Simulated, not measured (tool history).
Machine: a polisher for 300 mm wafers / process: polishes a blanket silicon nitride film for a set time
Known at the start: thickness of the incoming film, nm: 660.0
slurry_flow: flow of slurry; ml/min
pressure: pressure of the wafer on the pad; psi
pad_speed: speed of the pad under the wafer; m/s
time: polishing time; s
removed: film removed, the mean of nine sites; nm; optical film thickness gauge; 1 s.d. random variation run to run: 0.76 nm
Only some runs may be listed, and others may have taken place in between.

run	hour	slurry_flow	pressure	pad_speed	time	removed
1	0.0	160	3.7	1.12	100	167.020
2	8.0	155	3.2	1.12	100	147.390
3	12.1	150	2.8	1.10	100	127.100
4	17.5	170	2.8	1.10	100	129.850
5	19.4	165	2.5	1.10	100	117.060
6	27.0	165	2.3	1.10	100	109.690
7	31.4	140	1.9	1.10	100	90.112
8	38.7	145	1.9	1.10	100	89.999
9	39.4	150	1.9	1.10	100	91.805
10	46.2	155	1.9	1.10	100	91.987
11	54.4	160	1.9	1.10	100	92.355

Run 12 has not been measured yet. What should we expect?
12	61.7	165	1.9	1.10	100	?

{"run 12": {"removed": 93.327}}

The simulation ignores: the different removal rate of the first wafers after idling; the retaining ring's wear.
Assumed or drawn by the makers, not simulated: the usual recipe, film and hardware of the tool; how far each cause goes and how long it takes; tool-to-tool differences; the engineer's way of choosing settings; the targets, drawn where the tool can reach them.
